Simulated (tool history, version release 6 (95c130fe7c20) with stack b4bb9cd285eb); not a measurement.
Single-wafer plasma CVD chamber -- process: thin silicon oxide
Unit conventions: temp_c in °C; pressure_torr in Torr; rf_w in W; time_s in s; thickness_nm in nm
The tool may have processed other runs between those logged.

| run | hour | temp_c | pressure_torr | rf_w | time_s | thickness_nm |
|---|---|---|---|---|---|---|
| 1 | 0 | 395 | 0.948 | 210 | 4.35 | 8.3523 |
| 2 | 6.1 | 395 | 1.02 | 210 | 4.35 | 8.7418 |
| 3 | 9.7 | 395 | 1.083 | 210 | 4.35 | 9.1263 |
| 4 | 15.8 | 395 | 1.083 | 180 | 4.35 | 8.1723 |
| 5 | 16.7 | 395 | 1.083 | 195 | 4.35 | 8.6746 |
| 6 | 22.4 | 395 | 1.25 | 195 | 4.35 | 9.5115 |

Run 7 is up next; what results do you expect?
| 7 | 29.3 | 395 | 1.272 | 195 | 4.35 | ? |

thickness_nm: 9.4977 nm
